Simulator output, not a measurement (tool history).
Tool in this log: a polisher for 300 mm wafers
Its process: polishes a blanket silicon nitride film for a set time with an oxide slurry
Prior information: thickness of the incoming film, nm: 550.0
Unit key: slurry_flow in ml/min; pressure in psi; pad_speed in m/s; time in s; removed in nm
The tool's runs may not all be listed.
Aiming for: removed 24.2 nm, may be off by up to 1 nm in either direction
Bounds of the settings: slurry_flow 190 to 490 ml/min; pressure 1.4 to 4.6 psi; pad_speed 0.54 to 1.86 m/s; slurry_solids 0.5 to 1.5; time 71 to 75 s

Run 1, hour 0: slurry_flow 315 ml/min, pressure 3 psi, pad_speed 1.18 m/s, slurry_solids 1, time 71 s. Result: removed 45.822 nm.
Run 2, hour 0.7: slurry_flow 315 ml/min, pressure 3 psi, pad_speed 1.18 m/s, slurry_solids 1.1, time 71 s. Result: removed 47.651 nm.
Run 3, hour 4.1: slurry_flow 315 ml/min, pressure 3 psi, pad_speed 1.18 m/s, slurry_solids 1, time 71 s. Result: removed 45.445 nm.
Run 4, hour 12.4: slurry_flow 315 ml/min, pressure 3 psi, pad_speed 1.18 m/s, slurry_solids 1, time 71 s. Result: removed 45.067 nm.
Run 5, hour 15.8: slurry_flow 315 ml/min, pressure 2.8 psi, pad_speed 1.16 m/s, slurry_solids 1, time 71 s. Result: removed 41.9 nm.
Run 6, hour 17.4: slurry_flow 315 ml/min, pressure 2.8 psi, pad_speed 1.16 m/s, slurry_solids 0.85, time 71 s. Result: removed 37.952 nm.
Run 7, hour 21.1: slurry_flow 315 ml/min, pressure 2.7 psi, pad_speed 1.16 m/s, slurry_solids 0.85, time 71 s. Result: removed 36.263 nm.
Run 8, hour 21.8: slurry_flow 315 ml/min, pressure 2.6 psi, pad_speed 1.16 m/s, slurry_solids 0.85, time 71 s. Result: removed 35.731 nm.
Run 9, hour 22.4: slurry_flow 315 ml/min, pressure 2.5 psi, pad_speed 1.16 m/s, slurry_solids 0.85, time 71 s. Result: removed 34.262 nm.
Run 10, hour 23.8: slurry_flow 315 ml/min, pressure 2.4 psi, pad_speed 1.16 m/s, slurry_solids 0.85, time 71 s. Result: removed 32.536 nm.
Run 11, hour 32.4: slurry_flow 315 ml/min, pressure 2.3 psi, pad_speed 1.16 m/s, slurry_solids 0.85, time 71 s. Result: removed 31.49 nm.
Run 12, hour 33.5: slurry_flow 315 ml/min, pressure 2.3 psi, pad_speed 1.16 m/s, slurry_solids 0.85, time 71 s. Result: removed 31.432 nm.
Run 13, hour 42.3: slurry_flow 315 ml/min, pressure 2.2 psi, pad_speed 1.16 m/s, slurry_solids 0.85, time 71 s. Result: removed 29.447 nm.
Run 14, hour 45.1: slurry_flow 315 ml/min, pressure 1.6 psi, pad_speed 1.14 m/s, slurry_solids 0.85, time 71 s. Result: removed 22.171 nm.

Exercise: of the 5 proposed moves below, exactly one satisfies all targets within the stated allowed misses. Which move is it?
Run A, hour 47.9: slurry_flow 340 ml/min, pressure 1.5 psi, pad_speed 1 m/s, slurry_solids 1.05, time 73 s. Result: removed ?.
Run B, hour 47.9: slurry_flow 285 ml/min, pressure 2 psi, pad_speed 0.9 m/s, slurry_solids 0.85, time 71 s. Result: removed ?.
Run C, hour 47.9: slurry_flow 300 ml/min, pressure 1.6 psi, pad_speed 1.2 m/s, slurry_solids 0.8, time 71 s. Result: removed ?.
Run D, hour 47.9: slurry_flow 345 ml/min, pressure 1.4 psi, pad_speed 1.24 m/s, slurry_solids 0.9, time 72 s. Result: removed ?.
Run E, hour 47.9: slurry_flow 360 ml/min, pressure 1.6 psi, pad_speed 1.16 m/s, slurry_solids 0.9, time 73 s. Result: removed ?.

move  removed
   A   22.239
   B   22.276
   C   21.919
   D   22.262
   E   24.258
A: no better and no worse than the last run
B: an improvement on the last run, though not all results are within tolerance
C: further off than the last run
D: no better and no worse than the last run
E: each result inside its tolerance
Correct choice: E, which meets every target
